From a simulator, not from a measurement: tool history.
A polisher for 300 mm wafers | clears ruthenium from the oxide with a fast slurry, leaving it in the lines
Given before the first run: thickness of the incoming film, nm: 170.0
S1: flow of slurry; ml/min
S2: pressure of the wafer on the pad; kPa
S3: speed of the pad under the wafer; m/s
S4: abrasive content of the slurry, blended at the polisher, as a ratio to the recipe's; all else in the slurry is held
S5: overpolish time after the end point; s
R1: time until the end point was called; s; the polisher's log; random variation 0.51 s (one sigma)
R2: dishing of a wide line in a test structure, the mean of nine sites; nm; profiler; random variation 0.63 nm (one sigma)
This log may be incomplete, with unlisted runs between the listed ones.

run,hour,S1,S2,S3,S4,S5,R1,R2
1,0.0,165,21.4,1.00,1.0,16,41.588,53.612
2,3.8,165,21.4,1.00,1.0,12,42.891,42.257
3,8.4,170,22.1,1.00,1.0,10,40.646,36.175
4,10.5,170,22.1,1.00,1.1,10,39.501,36.788
5,13.6,170,17.9,1.00,1.1,10,45.230,33.502
6,20.4,170,17.9,1.00,1.1,14,45.088,44.787
7,29.0,180,19.3,1.00,1.1,12,42.670,41.227
8,31.2,180,19.3,1.00,1.1,12,43.142,40.594
9,32.0,180,20.0,1.00,1.1,10,41.356,33.904

Estimate the outcome of run 10 from the log above:
10,40.1,190,20.0,1.00,1.1,10,?,?

R1: 41.925 s
R2: 35.839 nm
